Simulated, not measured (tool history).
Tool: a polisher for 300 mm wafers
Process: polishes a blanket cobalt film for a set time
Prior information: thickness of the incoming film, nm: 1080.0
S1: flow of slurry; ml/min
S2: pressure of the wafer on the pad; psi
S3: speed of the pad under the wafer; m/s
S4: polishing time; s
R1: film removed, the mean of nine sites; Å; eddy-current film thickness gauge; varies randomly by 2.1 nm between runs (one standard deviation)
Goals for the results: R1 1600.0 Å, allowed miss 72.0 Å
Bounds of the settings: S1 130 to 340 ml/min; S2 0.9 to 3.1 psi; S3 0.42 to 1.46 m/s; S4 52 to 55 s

run,hour,S1,S2,S3,S4,R1
1,0.0,220,2.0,0.94,52,2262.1
2,1.1,220,2.0,1.16,52,2613.0
3,6.1,220,1.9,1.16,52,2494.2
4,7.0,220,1.8,1.16,52,2436.9
5,11.7,220,1.7,1.14,52,2197.8
6,13.5,265,1.7,1.14,52,2219.5
7,17.0,265,1.6,1.14,52,2138.1
8,21.8,265,1.0,1.12,52,1381.9
9,24.8,265,1.1,1.12,52,1496.4

Pick the move, out of 4, that brings all results within their allowed miss; only one does.
A,27.8,250,1.0,1.12,55,?
B,27.8,275,1.1,1.12,55,?
C,27.8,310,1.1,0.96,53,?
D,27.8,290,1.0,1.14,54,?

move,R1
A,1472.8
B,1615.1
C,1418.3
D,1483.5
A: the biggest miss grows against the last run
B: hits every target within its allowed miss
C: the biggest miss grows against the last run
D: the biggest miss grows against the last run
B meets every target.

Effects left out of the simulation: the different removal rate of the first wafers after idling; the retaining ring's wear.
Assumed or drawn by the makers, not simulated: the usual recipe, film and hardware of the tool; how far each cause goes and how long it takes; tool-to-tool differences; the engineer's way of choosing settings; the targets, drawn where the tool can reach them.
